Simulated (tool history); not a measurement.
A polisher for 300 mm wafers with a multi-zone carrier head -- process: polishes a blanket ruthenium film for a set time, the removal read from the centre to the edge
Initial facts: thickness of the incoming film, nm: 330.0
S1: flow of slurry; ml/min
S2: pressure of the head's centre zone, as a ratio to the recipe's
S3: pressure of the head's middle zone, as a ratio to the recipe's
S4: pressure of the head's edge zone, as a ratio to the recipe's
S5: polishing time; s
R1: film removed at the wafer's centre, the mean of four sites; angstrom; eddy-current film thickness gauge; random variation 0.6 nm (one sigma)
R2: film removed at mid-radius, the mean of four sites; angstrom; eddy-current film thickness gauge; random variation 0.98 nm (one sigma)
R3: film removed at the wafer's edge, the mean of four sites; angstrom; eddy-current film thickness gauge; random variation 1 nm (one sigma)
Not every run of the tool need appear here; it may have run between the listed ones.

run	day	S1	S2	S3	S4	S5	R1	R2	R3
1	0.000	255	1.00	1.00	1.00	56	728.64	724.28	672.18
2	0.300	255	1.00	1.00	1.08	56	726.23	705.72	704.57
3	0.354	255	0.92	1.00	1.08	56	695.75	723.84	709.69
4	0.442	255	0.96	1.00	1.08	56	715.38	730.97	710.38
5	0.521	255	0.96	1.00	1.12	56	710.63	722.74	713.18
6	0.900	215	0.96	1.00	1.12	56	696.47	730.58	701.37
7	1.050	230	0.97	0.99	1.13	58	728.03	741.14	735.36
8	1.133	245	0.98	0.99	1.14	59	750.72	760.19	768.12

Run 9 comes next. What will it give?
9	1.492	260	1.00	0.99	1.15	60	?	?	?

For run 9 the tool returned R1 781.87 angstrom, R2 764.61 angstrom, R3 793.50 angstrom.
